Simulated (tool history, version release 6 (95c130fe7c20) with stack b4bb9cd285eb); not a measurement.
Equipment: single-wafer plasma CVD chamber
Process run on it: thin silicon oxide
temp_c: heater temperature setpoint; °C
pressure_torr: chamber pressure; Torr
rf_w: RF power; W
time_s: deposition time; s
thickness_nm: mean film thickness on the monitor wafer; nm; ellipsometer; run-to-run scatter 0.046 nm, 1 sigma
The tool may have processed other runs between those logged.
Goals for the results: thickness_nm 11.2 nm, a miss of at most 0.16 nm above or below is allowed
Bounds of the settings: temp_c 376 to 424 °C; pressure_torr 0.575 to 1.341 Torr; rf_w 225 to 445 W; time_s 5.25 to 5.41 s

run	hour	temp_c	pressure_torr	rf_w	time_s	thickness_nm
1	0	400	0.958	335	5.25	12.193
2	9	405	0.958	335	5.25	12.147
3	15	405	0.93	335	5.25	11.877
4	22.7	405	0.909	335	5.25	11.492
5	25.5	406	0.903	335	5.25	11.453
6	28.7	406	1.023	335	5.25	12.805
7	37.3	407	0.981	335	5.25	12.383
8	45.2	407	0.95	335	5.25	12.116
9	47.6	407	0.925	335	5.25	11.768

Next run, 4 choices. One meets every target within its allowed miss, the rest don't. Which?
A	50	410	0.822	340	5.39	?
B	50	408	0.93	310	5.25	?
C	50	413	0.916	375	5.25	?
D	50	403	0.917	365	5.25	?

move	thickness_nm
A	10.698
B	11.194
C	12.257
D	12.171
A: pushes the last run's worst result past its target
B: hits every target within its allowed miss
C: further off than the last run
D: further off than the last run
Answer: B
